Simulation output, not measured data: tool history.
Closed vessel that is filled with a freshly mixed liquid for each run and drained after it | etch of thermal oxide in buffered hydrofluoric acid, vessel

run	day	temperature setpoint of the liquid (K)	parts of 40 % ammonium fluoride to one part of 49 % hydrofluoric acid (parts by volume)	time in the liquid (s)	thickness taken off the thermal oxide on a monitor wafer (Å)
1	0	298.15	15	30	238.28
2	0.296	298.15	13.5	30	265
3	0.412	295.15	13.5	30	222.97
4	0.521	295.15	15.5	30	196.37
5	0.604	297.65	14	30	249.18
6	0.904	297.65	14	30	249
7	1.283	299.65	13	30	301.21

Forecast run 8:
8	1.458	301.15	12.5	30	?

thickness taken off the thermal oxide on a monitor wafer (Å): 334.41

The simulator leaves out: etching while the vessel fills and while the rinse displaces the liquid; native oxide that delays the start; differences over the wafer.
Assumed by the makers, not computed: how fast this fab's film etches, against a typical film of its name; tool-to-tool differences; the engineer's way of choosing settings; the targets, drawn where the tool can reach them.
